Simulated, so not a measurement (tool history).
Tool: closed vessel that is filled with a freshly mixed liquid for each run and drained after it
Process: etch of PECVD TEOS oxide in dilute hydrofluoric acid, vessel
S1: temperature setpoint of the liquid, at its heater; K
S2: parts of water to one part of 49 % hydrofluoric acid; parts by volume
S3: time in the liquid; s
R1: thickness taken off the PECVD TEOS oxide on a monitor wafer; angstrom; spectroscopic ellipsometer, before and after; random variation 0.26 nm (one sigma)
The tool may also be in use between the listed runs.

run  hour      S1   S2    S3      R1
  1     0  298.15  205  1175  642.48
  2   8.4  298.15  205  1175  644.92
  3    15  296.65  220  1175  557.81
  4  22.7  295.15  230  1175   507.5
  5  28.9  295.15  230  1250  531.25
  6  35.1  296.65  230  1250  570.12

The next listed run, before its measurement:
  7  41.5  295.15  240  1250   ?

Run 7 gave R1 503.68 angstrom.

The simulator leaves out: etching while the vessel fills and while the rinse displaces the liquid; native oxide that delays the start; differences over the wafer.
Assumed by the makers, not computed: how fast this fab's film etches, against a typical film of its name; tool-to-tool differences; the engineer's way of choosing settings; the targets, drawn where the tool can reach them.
